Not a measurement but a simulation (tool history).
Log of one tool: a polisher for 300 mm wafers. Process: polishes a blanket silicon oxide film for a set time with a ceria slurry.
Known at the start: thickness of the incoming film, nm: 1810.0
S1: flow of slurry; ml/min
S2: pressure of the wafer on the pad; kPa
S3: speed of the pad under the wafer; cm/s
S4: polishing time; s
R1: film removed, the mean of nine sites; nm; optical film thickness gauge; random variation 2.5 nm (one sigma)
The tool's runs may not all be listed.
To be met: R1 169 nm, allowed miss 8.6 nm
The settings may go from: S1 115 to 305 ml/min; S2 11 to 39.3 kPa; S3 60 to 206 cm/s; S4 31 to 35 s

run	hour	S1	S2	S3	S4	R1
1	0	195	24.8	132	35	256.86
2	4.3	195	24.8	132	35	264.85
3	8.4	195	24.8	132	31	225.96
4	14.8	230	24.8	132	31	232.69
5	16.7	230	24.1	132	31	229.6
6	24.1	230	24.1	132	35	260.21
7	27.9	230	22.8	132	35	243.87
8	36.8	230	22.1	132	35	235.59
9	44.2	230	21.4	132	35	222.06

Which of these 4 next moves meets every target?
A	51.6	260	32.4	120	35	?
B	51.6	305	17.9	150	31	?
C	51.6	130	21.4	108	31	?
D	51.6	225	17.9	132	31	?

move	R1
A	315.22
B	198.48
C	150.27
D	169.66
A: further off than the last run
B: nearer than the last run, and not there yet
C: takes the result that was furthest off past its target
D: meets every target
Move D is the one to make.

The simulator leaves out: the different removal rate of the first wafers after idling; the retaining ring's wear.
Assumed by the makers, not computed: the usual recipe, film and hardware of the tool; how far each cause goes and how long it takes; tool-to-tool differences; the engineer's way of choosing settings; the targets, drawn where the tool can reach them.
